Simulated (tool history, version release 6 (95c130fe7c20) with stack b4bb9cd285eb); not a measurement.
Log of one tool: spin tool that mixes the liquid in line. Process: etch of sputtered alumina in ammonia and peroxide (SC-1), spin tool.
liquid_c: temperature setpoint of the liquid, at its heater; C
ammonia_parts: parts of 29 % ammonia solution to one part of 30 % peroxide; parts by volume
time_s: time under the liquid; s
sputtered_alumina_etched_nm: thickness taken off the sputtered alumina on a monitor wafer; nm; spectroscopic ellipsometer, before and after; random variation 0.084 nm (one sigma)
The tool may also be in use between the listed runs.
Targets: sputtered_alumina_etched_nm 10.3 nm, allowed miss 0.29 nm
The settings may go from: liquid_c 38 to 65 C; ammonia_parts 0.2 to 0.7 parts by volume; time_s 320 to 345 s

{"run": 1, "hour": 0.0, "liquid_c": 49, "ammonia_parts": 0.4, "time_s": 320, "sputtered_alumina_etched_nm": 20.354}
{"run": 2, "hour": 4.4, "liquid_c": 47.5, "ammonia_parts": 0.4, "time_s": 320, "sputtered_alumina_etched_nm": 18.622}
{"run": 3, "hour": 9.5, "liquid_c": 46.5, "ammonia_parts": 0.4, "time_s": 320, "sputtered_alumina_etched_nm": 17.733}
{"run": 4, "hour": 12.5, "liquid_c": 46.5, "ammonia_parts": 0.4, "time_s": 320, "sputtered_alumina_etched_nm": 17.617}
{"run": 5, "hour": 17.4, "liquid_c": 45.5, "ammonia_parts": 0.4, "time_s": 320, "sputtered_alumina_etched_nm": 16.652}
{"run": 6, "hour": 22.9, "liquid_c": 52, "ammonia_parts": 0.4, "time_s": 320, "sputtered_alumina_etched_nm": 24.331}
{"run": 7, "hour": 31.1, "liquid_c": 50.5, "ammonia_parts": 0.4, "time_s": 320, "sputtered_alumina_etched_nm": 22.055}
{"run": 8, "hour": 35.4, "liquid_c": 49, "ammonia_parts": 0.4, "time_s": 320, "sputtered_alumina_etched_nm": 20.601}
{"run": 9, "hour": 39.4, "liquid_c": 47.5, "ammonia_parts": 0.4, "time_s": 320, "sputtered_alumina_etched_nm": 19.088}
{"run": 10, "hour": 40.1, "liquid_c": 46.5, "ammonia_parts": 0.4, "time_s": 320, "sputtered_alumina_etched_nm": 17.703}
{"run": 11, "hour": 43.9, "liquid_c": 46.5, "ammonia_parts": 0.4, "time_s": 320, "sputtered_alumina_etched_nm": 17.503}
{"run": 12, "hour": 47.8, "liquid_c": 45.5, "ammonia_parts": 0.4, "time_s": 320, "sputtered_alumina_etched_nm": 16.663}
{"run": 13, "hour": 54.3, "liquid_c": 44.5, "ammonia_parts": 0.4, "time_s": 320, "sputtered_alumina_etched_nm": 15.707}
{"run": 14, "hour": 55.2, "liquid_c": 43.5, "ammonia_parts": 0.4, "time_s": 320, "sputtered_alumina_etched_nm": 14.968}
{"run": 15, "hour": 62.8, "liquid_c": 43, "ammonia_parts": 0.4, "time_s": 320, "sputtered_alumina_etched_nm": 14.473}

Which of these 4 next moves meets every target?
{"run": "A", "hour": 70.4, "liquid_c": 38.5, "ammonia_parts": 0.2, "time_s": 320, "sputtered_alumina_etched_nm": "?"}
{"run": "B", "hour": 70.4, "liquid_c": 50, "ammonia_parts": 0.4, "time_s": 345, "sputtered_alumina_etched_nm": "?"}
{"run": "C", "hour": 70.4, "liquid_c": 40.5, "ammonia_parts": 0.4, "time_s": 320, "sputtered_alumina_etched_nm": "?"}
{"run": "D", "hour": 70.4, "liquid_c": 46.5, "ammonia_parts": 0.4, "time_s": 320, "sputtered_alumina_etched_nm": "?"}

move=A sputtered_alumina_etched_nm=10.393
move=B sputtered_alumina_etched_nm=23.144
move=C sputtered_alumina_etched_nm=12.505
move=D sputtered_alumina_etched_nm=17.665
A: meets every target
B: further off than the last run
C: nearer than the last run, and not there yet
D: further off than the last run
The right move is A.
